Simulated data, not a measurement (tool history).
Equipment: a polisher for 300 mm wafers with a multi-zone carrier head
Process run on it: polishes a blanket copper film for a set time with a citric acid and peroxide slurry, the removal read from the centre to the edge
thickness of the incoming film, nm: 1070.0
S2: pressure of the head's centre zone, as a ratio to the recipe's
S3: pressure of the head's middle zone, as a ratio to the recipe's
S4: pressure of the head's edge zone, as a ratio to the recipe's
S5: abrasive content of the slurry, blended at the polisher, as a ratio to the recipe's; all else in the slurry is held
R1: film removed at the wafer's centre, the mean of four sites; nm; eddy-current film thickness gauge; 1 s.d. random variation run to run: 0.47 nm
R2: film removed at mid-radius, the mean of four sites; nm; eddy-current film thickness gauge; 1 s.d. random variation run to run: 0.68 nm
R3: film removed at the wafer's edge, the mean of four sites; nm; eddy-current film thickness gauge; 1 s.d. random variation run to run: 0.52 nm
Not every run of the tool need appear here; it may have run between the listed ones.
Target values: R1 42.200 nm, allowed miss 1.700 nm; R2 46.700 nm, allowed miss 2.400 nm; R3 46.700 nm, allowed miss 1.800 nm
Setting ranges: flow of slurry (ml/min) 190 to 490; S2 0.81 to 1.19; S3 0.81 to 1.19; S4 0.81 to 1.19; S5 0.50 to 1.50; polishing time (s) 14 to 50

{"run": 1, "hour": 0.0, "flow of slurry (ml/min)": 315, "S2": 1.0, "S3": 1.0, "S4": 1.0, "S5": 1.0, "polishing time (s)": 32, "R1": 79.394, "R2": 83.077, "R3": 80.456}
{"run": 2, "hour": 0.7, "flow of slurry (ml/min)": 315, "S2": 1.08, "S3": 1.0, "S4": 1.0, "S5": 1.0, "polishing time (s)": 32, "R1": 86.352, "R2": 83.494, "R3": 80.006}
{"run": 3, "hour": 9.1, "flow of slurry (ml/min)": 310, "S2": 1.05, "S3": 0.99, "S4": 0.99, "S5": 0.9, "polishing time (s)": 30, "R1": 76.91, "R2": 73.887, "R3": 72.361}
{"run": 4, "hour": 12.9, "flow of slurry (ml/min)": 305, "S2": 1.01, "S3": 0.99, "S4": 0.98, "S5": 0.85, "polishing time (s)": 28, "R1": 67.531, "R2": 68.253, "R3": 67.351}
{"run": 5, "hour": 15.2, "flow of slurry (ml/min)": 305, "S2": 1.01, "S3": 0.99, "S4": 0.98, "S5": 0.85, "polishing time (s)": 34, "R1": 81.759, "R2": 83.712, "R3": 80.137}
{"run": 6, "hour": 16.9, "flow of slurry (ml/min)": 300, "S2": 0.99, "S3": 0.98, "S4": 0.96, "S5": 0.8, "polishing time (s)": 32, "R1": 75.325, "R2": 77.594, "R3": 74.382}
{"run": 7, "hour": 18.4, "flow of slurry (ml/min)": 300, "S2": 0.97, "S3": 0.98, "S4": 0.95, "S5": 0.75, "polishing time (s)": 30, "R1": 66.496, "R2": 70.52, "R3": 69.242}
{"run": 8, "hour": 22.5, "flow of slurry (ml/min)": 295, "S2": 0.96, "S3": 0.98, "S4": 0.94, "S5": 0.7, "polishing time (s)": 28, "R1": 60.545, "R2": 63.757, "R3": 62.301}
{"run": 9, "hour": 29.0, "flow of slurry (ml/min)": 270, "S2": 0.86, "S3": 0.91, "S4": 0.87, "S5": 0.5, "polishing time (s)": 22, "R1": 38.39, "R2": 42.064, "R3": 41.76}
{"run": 10, "hour": 37.2, "flow of slurry (ml/min)": 280, "S2": 0.87, "S3": 0.92, "S4": 0.89, "S5": 0.5, "polishing time (s)": 22, "R1": 38.432, "R2": 45.133, "R3": 43.394}
{"run": 11, "hour": 39.1, "flow of slurry (ml/min)": 305, "S2": 0.95, "S3": 0.86, "S4": 0.94, "S5": 0.6, "polishing time (s)": 22, "R1": 44.384, "R2": 44.62, "R3": 47.151}
{"run": 12, "hour": 40.5, "flow of slurry (ml/min)": 305, "S2": 0.94, "S3": 0.87, "S4": 0.94, "S5": 0.6, "polishing time (s)": 22, "R1": 45.466, "R2": 44.289, "R3": 46.196}
{"run": 13, "hour": 41.9, "flow of slurry (ml/min)": 300, "S2": 0.93, "S3": 0.88, "S4": 0.94, "S5": 0.6, "polishing time (s)": 22, "R1": 45.2, "R2": 44.589, "R3": 46.529}
{"run": 14, "hour": 44.1, "flow of slurry (ml/min)": 300, "S2": 0.85, "S3": 0.94, "S4": 0.93, "S5": 0.6, "polishing time (s)": 22, "R1": 40.639, "R2": 46.789, "R3": 46.425}

Below are 4 possible settings for the next run. Only one of them brings all results inside the allowed miss of their targets. Which is it?
{"run": "A", "hour": 46.3, "flow of slurry (ml/min)": 260, "S2": 0.84, "S3": 0.94, "S4": 0.9, "S5": 0.6, "polishing time (s)": 21, "R1": "?", "R2": "?", "R3": "?"}
{"run": "B", "hour": 46.3, "flow of slurry (ml/min)": 195, "S2": 0.92, "S3": 0.97, "S4": 0.99, "S5": 0.7, "polishing time (s)": 21, "R1": "?", "R2": "?", "R3": "?"}
{"run": "C", "hour": 46.3, "flow of slurry (ml/min)": 370, "S2": 0.83, "S3": 0.97, "S4": 0.99, "S5": 0.65, "polishing time (s)": 20, "R1": "?", "R2": "?", "R3": "?"}
{"run": "D", "hour": 46.3, "flow of slurry (ml/min)": 280, "S2": 0.82, "S3": 0.96, "S4": 0.94, "S5": 0.9, "polishing time (s)": 20, "R1": "?", "R2": "?", "R3": "?"}

move=A R1=37.290 R2=44.482 R3=42.587
move=B R1=41.287 R2=45.984 R3=45.457
move=C R1=37.086 R2=45.558 R3=44.363
move=D R1=39.056 R2=48.359 R3=46.506
A: moves away from the targets compared with the last run
B: every result lands within tolerance
C: moves away from the targets compared with the last run
D: moves away from the targets compared with the last run
B meets every target.
